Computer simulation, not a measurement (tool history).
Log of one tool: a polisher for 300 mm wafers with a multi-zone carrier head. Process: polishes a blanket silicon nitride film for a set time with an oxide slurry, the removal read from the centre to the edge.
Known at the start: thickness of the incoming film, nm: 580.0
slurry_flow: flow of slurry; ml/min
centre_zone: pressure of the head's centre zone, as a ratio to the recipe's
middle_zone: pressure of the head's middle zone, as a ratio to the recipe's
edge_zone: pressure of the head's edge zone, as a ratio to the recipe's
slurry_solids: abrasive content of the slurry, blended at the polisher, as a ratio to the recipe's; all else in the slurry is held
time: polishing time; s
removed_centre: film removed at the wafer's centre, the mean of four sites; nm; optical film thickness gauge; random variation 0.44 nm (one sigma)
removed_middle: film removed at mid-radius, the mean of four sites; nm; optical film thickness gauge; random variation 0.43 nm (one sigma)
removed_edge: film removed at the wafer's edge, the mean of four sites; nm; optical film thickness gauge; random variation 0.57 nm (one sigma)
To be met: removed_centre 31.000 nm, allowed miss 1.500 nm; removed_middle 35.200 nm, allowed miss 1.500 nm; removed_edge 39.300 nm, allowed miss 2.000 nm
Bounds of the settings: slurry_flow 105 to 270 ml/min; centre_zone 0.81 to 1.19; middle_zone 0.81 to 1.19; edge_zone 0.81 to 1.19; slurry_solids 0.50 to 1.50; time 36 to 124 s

run 1 hour=0.0 | slurry_flow=175 centre_zone=1.00 middle_zone=1.00 edge_zone=1.00 slurry_solids=1.00 time=79 | removed_centre=39.176 removed_middle=39.070 removed_edge=40.486
run 2 hour=2.7 | slurry_flow=175 centre_zone=1.00 middle_zone=1.05 edge_zone=1.00 slurry_solids=1.00 time=79 | removed_centre=38.626 removed_middle=40.767 removed_edge=40.069
run 3 hour=9.8 | slurry_flow=175 centre_zone=1.00 middle_zone=1.05 edge_zone=1.00 slurry_solids=1.00 time=93 | removed_centre=45.876 removed_middle=48.049 removed_edge=47.065
run 4 hour=18.3 | slurry_flow=175 centre_zone=1.00 middle_zone=1.05 edge_zone=1.00 slurry_solids=1.15 time=93 | removed_centre=47.744 removed_middle=49.477 removed_edge=50.107
run 5 hour=23.8 | slurry_flow=175 centre_zone=1.00 middle_zone=1.05 edge_zone=0.96 slurry_solids=1.15 time=93 | removed_centre=48.188 removed_middle=50.321 removed_edge=49.380
run 6 hour=29.8 | slurry_flow=165 centre_zone=0.96 middle_zone=1.02 edge_zone=0.98 slurry_solids=1.05 time=92 | removed_centre=43.911 removed_middle=47.147 removed_edge=45.816
run 7 hour=37.7 | slurry_flow=165 centre_zone=0.92 middle_zone=0.99 edge_zone=1.03 slurry_solids=1.00 time=90 | removed_centre=40.006 removed_middle=43.272 removed_edge=44.981
run 8 hour=38.4 | slurry_flow=160 centre_zone=0.89 middle_zone=0.97 edge_zone=1.05 slurry_solids=0.95 time=89 | removed_centre=38.604 removed_middle=41.634 removed_edge=45.516

4 next moves are on the table. One of them brings every result within its allowed miss. Which?
run A hour=39.1 | slurry_flow=175 centre_zone=0.91 middle_zone=1.00 edge_zone=1.09 slurry_solids=0.95 time=101 | removed_centre=? removed_middle=? removed_edge=?
run B hour=39.1 | slurry_flow=170 centre_zone=0.85 middle_zone=0.96 edge_zone=1.09 slurry_solids=1.00 time=73 | removed_centre=? removed_middle=? removed_edge=?
run C hour=39.1 | slurry_flow=150 centre_zone=0.83 middle_zone=1.19 edge_zone=0.93 slurry_solids=0.60 time=99 | removed_centre=? removed_middle=? removed_edge=?
run D hour=39.1 | slurry_flow=165 centre_zone=1.01 middle_zone=0.94 edge_zone=0.98 slurry_solids=1.00 time=82 | removed_centre=? removed_middle=? removed_edge=?

move=A removed_centre=44.987 removed_middle=48.412 removed_edge=54.351
move=B removed_centre=30.693 removed_middle=34.391 removed_edge=39.816
move=C removed_centre=33.991 removed_middle=45.791 removed_edge=41.973
move=D removed_centre=40.820 removed_middle=37.861 removed_edge=42.325
A: further off than the last run
B: meets every target
C: further off than the last run
D: further off than the last run
The right move is B.
